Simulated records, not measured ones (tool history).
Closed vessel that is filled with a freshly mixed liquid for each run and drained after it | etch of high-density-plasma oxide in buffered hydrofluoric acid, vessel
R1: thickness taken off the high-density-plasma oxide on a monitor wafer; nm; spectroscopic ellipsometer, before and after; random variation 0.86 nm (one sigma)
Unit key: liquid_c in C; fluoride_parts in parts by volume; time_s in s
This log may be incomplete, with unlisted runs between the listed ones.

Run 1, hour 0.0: liquid_c 23.0 C, fluoride_parts 7.5 parts by volume, time_s 100 s. Result: R1 214.30 nm.
Run 2, hour 1.9: liquid_c 24.5 C, fluoride_parts 7.5 parts by volume, time_s 100 s. Result: R1 232.18 nm.
Run 3, hour 3.8: liquid_c 24.5 C, fluoride_parts 7.5 parts by volume, time_s 110 s. Result: R1 256.65 nm.
Run 4, hour 4.9: liquid_c 24.5 C, fluoride_parts 7.5 parts by volume, time_s 100 s. Result: R1 232.19 nm.
Run 5, hour 9.8: liquid_c 24.5 C, fluoride_parts 7.5 parts by volume, time_s 100 s. Result: R1 231.16 nm.
Run 6, hour 17.6: liquid_c 24.5 C, fluoride_parts 9.0 parts by volume, time_s 100 s. Result: R1 191.68 nm.

The next listed run, before its measurement:
Run 7, hour 22.6: liquid_c 25.0 C, fluoride_parts 9.0 parts by volume, time_s 100 s. Result: R1 ?.

R1: 195.64 nm
